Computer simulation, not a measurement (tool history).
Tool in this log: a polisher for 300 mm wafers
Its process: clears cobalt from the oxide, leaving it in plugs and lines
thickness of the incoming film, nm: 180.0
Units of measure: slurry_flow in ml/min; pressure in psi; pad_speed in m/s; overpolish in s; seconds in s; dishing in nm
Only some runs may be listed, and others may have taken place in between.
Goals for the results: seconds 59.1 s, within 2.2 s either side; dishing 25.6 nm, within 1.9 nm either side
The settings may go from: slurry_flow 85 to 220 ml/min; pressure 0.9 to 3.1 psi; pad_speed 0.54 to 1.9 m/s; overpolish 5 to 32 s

{"run": 1, "hour": 0.0, "slurry_flow": 140, "pressure": 2, "pad_speed": 1.22, "overpolish": 16, "seconds": 31.529, "dishing": 53.561}
{"run": 2, "hour": 2.1, "slurry_flow": 135, "pressure": 1.7, "pad_speed": 1.2, "overpolish": 13, "seconds": 37.672, "dishing": 42.918}
{"run": 3, "hour": 6.9, "slurry_flow": 170, "pressure": 1.7, "pad_speed": 1.2, "overpolish": 13, "seconds": 35.227, "dishing": 46.184}
{"run": 4, "hour": 15.7, "slurry_flow": 170, "pressure": 1.7, "pad_speed": 0.92, "overpolish": 13, "seconds": 46.621, "dishing": 36.984}
{"run": 5, "hour": 17.5, "slurry_flow": 170, "pressure": 1.7, "pad_speed": 0.92, "overpolish": 6, "seconds": 46.339, "dishing": 20.921}
{"run": 6, "hour": 23.3, "slurry_flow": 170, "pressure": 2.2, "pad_speed": 0.92, "overpolish": 6, "seconds": 35.866, "dishing": 25.039}
{"run": 7, "hour": 26.7, "slurry_flow": 160, "pressure": 1.9, "pad_speed": 0.92, "overpolish": 7, "seconds": 42.017, "dishing": 25.049}
{"run": 8, "hour": 32.0, "slurry_flow": 155, "pressure": 1.7, "pad_speed": 0.92, "overpolish": 8, "seconds": 46.469, "dishing": 26.16}
{"run": 9, "hour": 38.7, "slurry_flow": 155, "pressure": 1.6, "pad_speed": 0.92, "overpolish": 8, "seconds": 49.902, "dishing": 25.068}
{"run": 10, "hour": 40.9, "slurry_flow": 155, "pressure": 1.6, "pad_speed": 0.92, "overpolish": 8, "seconds": 49.815, "dishing": 24.372}
{"run": 11, "hour": 46.0, "slurry_flow": 145, "pressure": 1.5, "pad_speed": 0.92, "overpolish": 9, "seconds": 53.317, "dishing": 25.729}
{"run": 12, "hour": 49.1, "slurry_flow": 140, "pressure": 1.5, "pad_speed": 0.92, "overpolish": 9, "seconds": 53.054, "dishing": 24.616}

Of the 5 settings listed for the next run, only one would bring every result within its allowed miss of target. Which one?
{"run": "A", "hour": 52.2, "slurry_flow": 150, "pressure": 1.5, "pad_speed": 0.98, "overpolish": 8, "seconds": "?", "dishing": "?"}
{"run": "B", "hour": 52.2, "slurry_flow": 120, "pressure": 1.7, "pad_speed": 1.04, "overpolish": 7, "seconds": "?", "dishing": "?"}
{"run": "C", "hour": 52.2, "slurry_flow": 180, "pressure": 1.8, "pad_speed": 0.72, "overpolish": 7, "seconds": "?", "dishing": "?"}
{"run": "D", "hour": 52.2, "slurry_flow": 175, "pressure": 1.9, "pad_speed": 0.64, "overpolish": 10, "seconds": "?", "dishing": "?"}
{"run": "E", "hour": 52.2, "slurry_flow": 170, "pressure": 1.1, "pad_speed": 1.2, "overpolish": 9, "seconds": "?", "dishing": "?"}

move=A seconds=50.03 dishing=24.396
move=B seconds=43.654 dishing=24.436
move=C seconds=54.793 dishing=20.253
move=D seconds=58.376 dishing=25.81
move=E seconds=54.207 dishing=25.16
A: further off than the last run
B: further off than the last run
C: neither nearer nor further off than the last run
D: in spec on every target
E: closes in on the targets versus the last run, not all within tolerance yet
The move that meets every target is D.
